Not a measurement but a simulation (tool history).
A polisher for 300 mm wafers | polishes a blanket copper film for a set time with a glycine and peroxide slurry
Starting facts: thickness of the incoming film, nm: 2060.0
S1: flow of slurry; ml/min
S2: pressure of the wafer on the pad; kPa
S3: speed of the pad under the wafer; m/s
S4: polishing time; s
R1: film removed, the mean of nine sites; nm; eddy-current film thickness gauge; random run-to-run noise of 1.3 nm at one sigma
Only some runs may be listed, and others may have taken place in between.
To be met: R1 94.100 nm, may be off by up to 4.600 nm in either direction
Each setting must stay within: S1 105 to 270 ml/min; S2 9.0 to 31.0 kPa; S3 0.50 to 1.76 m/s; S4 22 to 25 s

run 1 hour=0.0 | S1=175 S2=20.0 S3=1.12 S4=25 | R1=164.450
run 2 hour=4.4 | S1=175 S2=17.2 S3=1.08 S4=25 | R1=145.560
run 3 hour=11.8 | S1=175 S2=15.2 S3=1.02 S4=25 | R1=128.320
run 4 hour=12.4 | S1=175 S2=15.2 S3=1.12 S4=25 | R1=133.880
run 5 hour=14.6 | S1=190 S2=15.2 S3=1.12 S4=25 | R1=135.620
run 6 hour=17.4 | S1=190 S2=13.8 S3=1.06 S4=25 | R1=121.990
run 7 hour=20.4 | S1=190 S2=12.4 S3=1.04 S4=25 | R1=113.000
run 8 hour=26.7 | S1=190 S2=11.7 S3=1.02 S4=25 | R1=107.990
run 9 hour=32.1 | S1=190 S2=11.0 S3=1.02 S4=25 | R1=105.680

Exercise: of the 5 proposed moves below, exactly one satisfies all targets within the stated allowed misses. Which move is it?
run A hour=37.5 | S1=180 S2=14.5 S3=1.06 S4=25 | R1=?
run B hour=37.5 | S1=180 S2=9.7 S3=0.98 S4=22 | R1=?
run C hour=37.5 | S1=200 S2=12.4 S3=0.96 S4=22 | R1=?
run D hour=37.5 | S1=185 S2=13.8 S3=1.08 S4=25 | R1=?
run E hour=37.5 | S1=175 S2=11.0 S3=1.20 S4=25 | R1=?

move=A R1=126.160
move=B R1=82.423
move=C R1=95.743
move=D R1=123.740
move=E R1=113.380
A: moves away from the targets compared with the last run
B: takes the result that was furthest off past its target
C: all results land within tolerance of their targets
D: moves away from the targets compared with the last run
E: moves away from the targets compared with the last run
The right move is C.
